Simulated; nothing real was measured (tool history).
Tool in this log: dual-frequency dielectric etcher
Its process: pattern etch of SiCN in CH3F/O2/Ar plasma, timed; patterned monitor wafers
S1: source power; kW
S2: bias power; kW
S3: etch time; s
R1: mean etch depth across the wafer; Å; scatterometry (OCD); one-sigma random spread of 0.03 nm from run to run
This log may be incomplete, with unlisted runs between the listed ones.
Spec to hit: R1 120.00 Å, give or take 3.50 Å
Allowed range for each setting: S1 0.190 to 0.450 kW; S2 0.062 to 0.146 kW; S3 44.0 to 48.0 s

run 1 day=0.000 | S1=0.320 S2=0.104 S3=48.0 | R1=191.36
run 2 day=0.321 | S1=0.320 S2=0.104 S3=48.0 | R1=191.29
run 3 day=0.612 | S1=0.300 S2=0.104 S3=48.0 | R1=183.33
run 4 day=0.675 | S1=0.300 S2=0.104 S3=48.0 | R1=183.43
run 5 day=0.971 | S1=0.280 S2=0.104 S3=48.0 | R1=176.05
run 6 day=1.196 | S1=0.280 S2=0.097 S3=48.0 | R1=172.78
run 7 day=1.342 | S1=0.260 S2=0.090 S3=47.0 | R1=157.37
run 8 day=1.629 | S1=0.250 S2=0.085 S3=46.5 | R1=150.45
run 9 day=1.712 | S1=0.240 S2=0.081 S3=46.0 | R1=141.77
run 10 day=1.988 | S1=0.240 S2=0.081 S3=46.0 | R1=142.61
run 11 day=2.175 | S1=0.230 S2=0.078 S3=45.5 | R1=135.07
run 12 day=2.271 | S1=0.220 S2=0.076 S3=45.5 | R1=129.69
run 13 day=2.371 | S1=0.220 S2=0.076 S3=45.5 | R1=129.23
run 14 day=2.692 | S1=0.200 S2=0.064 S3=44.0 | R1=107.79
run 15 day=2.962 | S1=0.210 S2=0.064 S3=44.0 | R1=114.79

4 next moves are on the table. One of them brings every result within its allowed miss. Which?
run A day=3.233 | S1=0.200 S2=0.062 S3=44.0 | R1=?
run B day=3.233 | S1=0.190 S2=0.082 S3=46.0 | R1=?
run C day=3.233 | S1=0.210 S2=0.064 S3=46.5 | R1=?
run D day=3.233 | S1=0.200 S2=0.063 S3=46.0 | R1=?

move=A R1=107.09
move=B R1=112.01
move=C R1=120.91
move=D R1=112.36
A: its largest miss is bigger than the last run's
B: its largest miss is bigger than the last run's
C: meets every target
D: its largest miss is bigger than the last run's
Go with C: it meets all targets.
